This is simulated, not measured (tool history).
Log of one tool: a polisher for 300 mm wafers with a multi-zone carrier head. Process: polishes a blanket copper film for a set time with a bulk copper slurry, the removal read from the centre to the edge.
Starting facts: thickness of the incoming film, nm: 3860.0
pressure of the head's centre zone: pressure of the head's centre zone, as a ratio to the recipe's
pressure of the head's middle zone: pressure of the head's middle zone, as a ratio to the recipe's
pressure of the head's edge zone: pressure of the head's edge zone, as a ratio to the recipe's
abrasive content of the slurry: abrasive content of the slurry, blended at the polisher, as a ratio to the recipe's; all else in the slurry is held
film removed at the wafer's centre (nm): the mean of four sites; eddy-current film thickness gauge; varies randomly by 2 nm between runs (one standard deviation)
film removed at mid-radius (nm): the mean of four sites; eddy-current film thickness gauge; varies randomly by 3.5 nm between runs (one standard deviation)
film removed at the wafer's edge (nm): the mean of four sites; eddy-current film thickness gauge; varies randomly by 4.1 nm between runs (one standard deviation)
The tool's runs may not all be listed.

run,hour,flow of slurry (ml/min),pressure of the head's centre zone,pressure of the head's middle zone,pressure of the head's edge zone,abrasive content of the slurry,polishing time (s),film removed at the wafer's centre (nm),film removed at mid-radius (nm),film removed at the wafer's edge (nm)
1,0,245,1,1,1,1,59,563.35,514.61,514.01
2,6.2,245,1.06,1,1,1,59,594.87,511.35,519.55
3,8.7,245,1.06,0.96,1,1,59,596.47,507.52,522.8
4,15.1,275,1.06,0.96,1,1,59,603.19,508.27,525.46
5,17.5,250,1.06,0.96,1,1,59,594.33,495.01,520.55
6,22.2,235,1.02,0.96,1.03,0.95,57,538.08,480.98,516.74
7,26.3,230,0.99,0.94,1.02,0.9,56,509.4,466.33,489.32
8,31.2,225,0.97,0.92,1.03,0.85,54,484.17,423.9,474.58
9,35.7,215,0.95,0.93,1.05,0.8,53,451.33,421.14,461.24
10,36.7,210,0.93,0.92,1.06,0.75,52,432.54,405.11,443.35
11,44.4,200,0.91,0.92,1.08,0.75,51,411.42,393.26,437.93
12,46.7,190,0.9,0.92,1.1,0.7,51,398.44,385.22,440.2
13,48.4,185,0.89,0.92,1.11,0.65,51,392.94,377.95,434.96
14,56.1,180,0.88,0.93,1.12,0.65,50,371.89,366.38,426.69
15,62.9,175,0.87,0.93,1.12,0.65,50,368.79,378.76,427.68

Forecast run 16:
16,68.6,170,0.86,0.93,1.12,0.65,50,?,?,?

film removed at the wafer's centre (nm): 365.3
film removed at mid-radius (nm): 376.02
film removed at the wafer's edge (nm): 421.82
